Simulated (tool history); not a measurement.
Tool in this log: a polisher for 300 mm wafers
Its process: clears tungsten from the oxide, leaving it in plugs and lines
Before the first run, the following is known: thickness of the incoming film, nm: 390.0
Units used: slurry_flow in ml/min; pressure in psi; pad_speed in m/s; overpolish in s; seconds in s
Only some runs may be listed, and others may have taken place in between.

run    day  slurry_flow  pressure  pad_speed  slurry_solids  overpolish  seconds
  1      0          245         3       1.04              1          39   98.433
  2  0.192          245       3.4       1.04              1          39   86.907
  3  0.471          245       3.7       1.08              1          39    76.04
  4  0.679          245       3.9        1.1              1          39   71.129
  5  0.792          245       4.1       1.12              1          39   66.857
  6  0.946          245       4.2       1.16              1          39   62.956
  7  1.292          245       4.3       1.18              1          39   60.925
  8  1.525          245       4.4        1.2              1          39   59.141
  9  1.867          245       4.4       1.22              1          39   57.935
 10  2.096          245       4.4       1.24              1          39    56.47

Estimate the outcome of run 11 from the log above:
 11  2.133          245       4.4       1.26              1          39        ?

Run 11 measured seconds 56.496 s.

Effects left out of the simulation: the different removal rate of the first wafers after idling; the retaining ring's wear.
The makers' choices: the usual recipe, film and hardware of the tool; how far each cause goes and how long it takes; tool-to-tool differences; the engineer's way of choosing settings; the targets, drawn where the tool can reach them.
